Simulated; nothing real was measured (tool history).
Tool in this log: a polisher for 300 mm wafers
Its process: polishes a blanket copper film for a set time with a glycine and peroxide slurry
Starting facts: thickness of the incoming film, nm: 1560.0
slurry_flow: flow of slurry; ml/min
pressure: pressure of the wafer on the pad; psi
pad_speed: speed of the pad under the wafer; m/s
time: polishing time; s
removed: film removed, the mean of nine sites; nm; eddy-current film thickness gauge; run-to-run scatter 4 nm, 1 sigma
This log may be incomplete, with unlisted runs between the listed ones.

| run | day | slurry_flow | pressure | pad_speed | time | removed |
|---|---|---|---|---|---|---|
| 1 | 0 | 185 | 2.2 | 1.08 | 65 | 264.22 |
| 2 | 0.221 | 185 | 2.4 | 1.08 | 65 | 276.73 |
| 3 | 0.45 | 185 | 2.4 | 0.9 | 65 | 255.43 |
| 4 | 0.746 | 185 | 2.4 | 0.9 | 65 | 255.8 |
| 5 | 0.867 | 185 | 2.6 | 0.92 | 65 | 272.1 |
| 6 | 1.1 | 185 | 2.8 | 0.94 | 65 | 287.71 |

Forecast run 7:
| 7 | 1.388 | 185 | 3 | 0.96 | 65 | ? |

For run 7 the tool returned removed 308.63 nm.
